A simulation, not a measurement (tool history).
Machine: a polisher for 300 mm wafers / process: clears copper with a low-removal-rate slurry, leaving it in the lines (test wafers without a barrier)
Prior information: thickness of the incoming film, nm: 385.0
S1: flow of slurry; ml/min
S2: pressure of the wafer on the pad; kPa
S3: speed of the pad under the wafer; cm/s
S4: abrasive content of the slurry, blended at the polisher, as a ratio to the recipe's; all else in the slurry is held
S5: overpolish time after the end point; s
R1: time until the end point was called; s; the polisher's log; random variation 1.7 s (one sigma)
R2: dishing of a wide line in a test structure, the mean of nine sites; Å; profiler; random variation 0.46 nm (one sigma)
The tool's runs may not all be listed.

run,hour,S1,S2,S3,S4,S5,R1,R2
1,0.0,260,25.5,126,1.0,21,95.751,369.54
2,2.4,305,25.5,126,1.0,21,91.438,368.79
3,3.5,310,24.8,126,1.0,19,98.902,344.72
4,5.9,365,24.8,126,1.0,19,97.651,345.26
5,11.0,365,27.6,126,1.0,19,87.692,369.69
6,17.2,405,27.6,126,1.0,19,85.205,379.64

Forecast run 7:
7,19.9,405,26.9,126,1.0,17,?,?

{"run 7": {"R1": 87.657, "R2": 348.23}}

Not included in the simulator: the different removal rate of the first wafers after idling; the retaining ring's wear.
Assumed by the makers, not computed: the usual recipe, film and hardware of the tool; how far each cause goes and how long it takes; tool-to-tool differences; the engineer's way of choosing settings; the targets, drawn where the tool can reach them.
